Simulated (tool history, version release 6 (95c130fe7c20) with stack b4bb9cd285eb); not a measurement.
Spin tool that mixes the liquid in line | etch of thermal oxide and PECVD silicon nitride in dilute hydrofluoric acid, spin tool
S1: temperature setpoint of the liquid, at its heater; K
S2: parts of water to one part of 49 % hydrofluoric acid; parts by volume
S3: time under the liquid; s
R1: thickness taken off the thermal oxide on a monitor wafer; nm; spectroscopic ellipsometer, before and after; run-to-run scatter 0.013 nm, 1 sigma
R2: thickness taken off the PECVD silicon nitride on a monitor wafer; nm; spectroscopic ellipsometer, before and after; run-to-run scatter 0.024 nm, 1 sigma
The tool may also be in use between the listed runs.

run,hour,S1,S2,S3,R1,R2
1,0,298.15,285,180,2.3853,3.2773
2,4,298.15,285,110,1.4552,1.9785
3,10.6,299.15,295,110,1.4287,2.0407
4,13.9,299.15,295,145,1.9185,2.74
5,22.8,300.65,295,145,1.9587,2.9456
6,23.5,303.65,295,145,2.2062,3.5164
7,24.1,299.65,380,165,1.5643,2.5097

Run 8, settings as shown, results not yet in. Your forecast:
8,31.8,296.65,395,165,?,?

{"run 8": {"R1": 1.3453, "R2": 1.9785}}

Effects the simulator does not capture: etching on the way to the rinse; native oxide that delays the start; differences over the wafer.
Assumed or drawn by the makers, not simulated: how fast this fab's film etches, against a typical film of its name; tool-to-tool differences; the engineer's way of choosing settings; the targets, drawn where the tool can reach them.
